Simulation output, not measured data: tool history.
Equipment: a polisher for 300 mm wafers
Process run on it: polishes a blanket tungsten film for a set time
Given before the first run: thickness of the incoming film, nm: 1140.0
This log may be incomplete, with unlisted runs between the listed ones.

run  hour  flow of slurry (ml/min)  pressure of the wafer on the pad (psi)  speed of the pad under the wafer (cm/s)  abrasive content of the slurry  polishing time (s)  film removed (nm)
  1   0.0                      270                                     2.7                                      124                             1.0                  89             351.37
  2   1.2                      265                                     2.2                                      106                             1.0                  89             253.55
  3   6.5                      265                                     2.2                                      106                             0.8                  89             235.99
  4   7.1                      265                                     2.2                                       88                             0.8                  89             202.51
  5  15.3                      235                                     2.2                                       88                             0.8                  89             199.62
     22.3  -- head pressure recalibrated
  6  22.3                      235                                     1.9                                       86                             0.8                  89             188.78

Forecast run 7:
  7  28.7                      235                                     1.7                                       78                             0.8                  89                  ?

{"run 7": {"film removed (nm)": 154.77}}

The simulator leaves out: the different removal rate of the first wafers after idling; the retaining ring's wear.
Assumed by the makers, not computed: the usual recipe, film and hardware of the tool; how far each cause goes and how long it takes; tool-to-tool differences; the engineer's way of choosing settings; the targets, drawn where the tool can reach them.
